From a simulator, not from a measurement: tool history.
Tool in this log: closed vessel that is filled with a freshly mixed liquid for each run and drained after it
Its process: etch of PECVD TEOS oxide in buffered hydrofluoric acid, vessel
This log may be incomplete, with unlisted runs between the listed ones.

run	hour	temperature setpoint of the liquid (C)	parts of 40 % ammonium fluoride to one part of 49 % hydrofluoric acid (parts by volume)	time in the liquid (s)	thickness taken off the PECVD TEOS oxide on a monitor wafer (nm)
1	0.0	22.0	15.0	30	26.704
2	5.6	19.0	15.0	30	22.721
3	13.3	19.0	11.5	30	29.681
4	21.6	18.5	13.0	30	25.167
5	27.8	18.5	13.0	30	25.442
6	33.4	21.0	13.0	30	29.203
7	34.6	20.0	14.0	30	25.454
8	41.8	19.5	15.0	30	23.664
9	50.1	19.0	16.0	30	21.321
10	58.5	18.5	16.5	30	19.945

What does the tool deliver on the next run?
11	63.0	18.0	17.0	30	?

thickness taken off the PECVD TEOS oxide on a monitor wafer (nm): 19.044
